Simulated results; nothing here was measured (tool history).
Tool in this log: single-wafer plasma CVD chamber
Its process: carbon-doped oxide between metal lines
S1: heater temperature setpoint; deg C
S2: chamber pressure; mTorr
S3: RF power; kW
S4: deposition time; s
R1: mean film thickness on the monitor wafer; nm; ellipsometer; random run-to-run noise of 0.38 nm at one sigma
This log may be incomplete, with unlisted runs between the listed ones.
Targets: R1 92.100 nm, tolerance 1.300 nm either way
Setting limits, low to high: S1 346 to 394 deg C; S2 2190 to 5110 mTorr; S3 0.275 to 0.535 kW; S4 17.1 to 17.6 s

{"run": 1, "hour": 0.0, "S1": 370, "S2": 3650, "S3": 0.405, "S4": 17.1, "R1": 78.697}
{"run": 2, "hour": 7.8, "S1": 366, "S2": 3980, "S3": 0.42, "S4": 17.1, "R1": 83.154}
{"run": 3, "hour": 15.6, "S1": 362, "S2": 4300, "S3": 0.425, "S4": 17.1, "R1": 85.059}
{"run": 4, "hour": 20.2, "S1": 369, "S2": 4300, "S3": 0.425, "S4": 17.1, "R1": 83.475}
{"run": 5, "hour": 21.6, "S1": 363, "S2": 4300, "S3": 0.425, "S4": 17.1, "R1": 84.931}
{"run": 6, "hour": 25.6, "S1": 363, "S2": 4300, "S3": 0.425, "S4": 17.1, "R1": 85.56}
{"run": 7, "hour": 31.9, "S1": 359, "S2": 4450, "S3": 0.43, "S4": 17.1, "R1": 86.702}
{"run": 8, "hour": 38.8, "S1": 357, "S2": 4580, "S3": 0.435, "S4": 17.1, "R1": 89.821}
{"run": 9, "hour": 44.6, "S1": 351, "S2": 4680, "S3": 0.435, "S4": 17.1, "R1": 90.409}

Which single option among these 4 for the next run brings every result within its allowed miss of target? Just one does.
{"run": "A", "hour": 50.4, "S1": 348, "S2": 4310, "S3": 0.435, "S4": 17.1, "R1": "?"}
{"run": "B", "hour": 50.4, "S1": 349, "S2": 4730, "S3": 0.425, "S4": 17.1, "R1": "?"}
{"run": "C", "hour": 50.4, "S1": 350, "S2": 4380, "S3": 0.46, "S4": 17.1, "R1": "?"}
{"run": "D", "hour": 50.4, "S1": 368, "S2": 5050, "S3": 0.44, "S4": 17.6, "R1": "?"}

move=A R1=89.998
move=B R1=89.065
move=C R1=94.190
move=D R1=91.610
A: misses by more than the last run did
B: misses by more than the last run did
C: pushes the last run's worst result past its target
D: every result lands within tolerance
The move that meets every target is D.
